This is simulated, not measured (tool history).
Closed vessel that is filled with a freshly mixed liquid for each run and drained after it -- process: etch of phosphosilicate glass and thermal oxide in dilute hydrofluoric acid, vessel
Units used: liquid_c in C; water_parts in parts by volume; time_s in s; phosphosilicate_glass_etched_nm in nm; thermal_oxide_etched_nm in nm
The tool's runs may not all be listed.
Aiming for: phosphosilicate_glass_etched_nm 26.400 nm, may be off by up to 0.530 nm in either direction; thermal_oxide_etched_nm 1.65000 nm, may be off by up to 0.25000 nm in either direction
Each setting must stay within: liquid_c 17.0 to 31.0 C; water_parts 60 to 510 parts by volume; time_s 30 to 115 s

| run | hour | liquid_c | water_parts | time_s | phosphosilicate_glass_etched_nm | thermal_oxide_etched_nm |
|---|---|---|---|---|---|---|
| 1 | 0.0 | 23.0 | 285 | 60 | 12.516 | 0.83076 |
| 2 | 3.6 | 26.5 | 285 | 60 | 14.301 | 0.96235 |
| 3 | 11.4 | 25.0 | 285 | 60 | 13.597 | 0.82355 |
| 4 | 17.1 | 26.5 | 285 | 60 | 14.245 | 0.90035 |
| 5 | 23.0 | 27.0 | 275 | 60 | 15.181 | 1.00830 |
| 6 | 26.9 | 27.5 | 265 | 60 | 16.220 | 1.01500 |
| 7 | 28.7 | 30.5 | 160 | 60 | 33.722 | 2.23670 |
| 8 | 34.8 | 30.0 | 160 | 60 | 33.291 | 2.12190 |
| 9 | 43.5 | 29.5 | 160 | 60 | 32.740 | 1.92180 |
| 10 | 45.7 | 25.5 | 185 | 60 | 23.478 | 1.46760 |
| 11 | 50.9 | 25.5 | 185 | 60 | 23.651 | 1.47410 |

Of the 4 settings listed for the next run, only one would bring every result within its allowed miss of target. Which one?
| A | 56.1 | 26.0 | 210 | 60 | ? | ? |
| B | 56.1 | 29.0 | 255 | 75 | ? | ? |
| C | 56.1 | 24.5 | 205 | 60 | ? | ? |
| D | 56.1 | 29.5 | 250 | 85 | ? | ? |

| move | phosphosilicate_glass_etched_nm | thermal_oxide_etched_nm |
|---|---|---|
| A | 20.622 | 1.29550 |
| B | 22.402 | 1.40740 |
| C | 20.116 | 1.26370 |
| D | 26.485 | 1.66390 |
A: further off than the last run
B: further off than the last run
C: further off than the last run
D: meets every target
Go with D: it meets all targets.
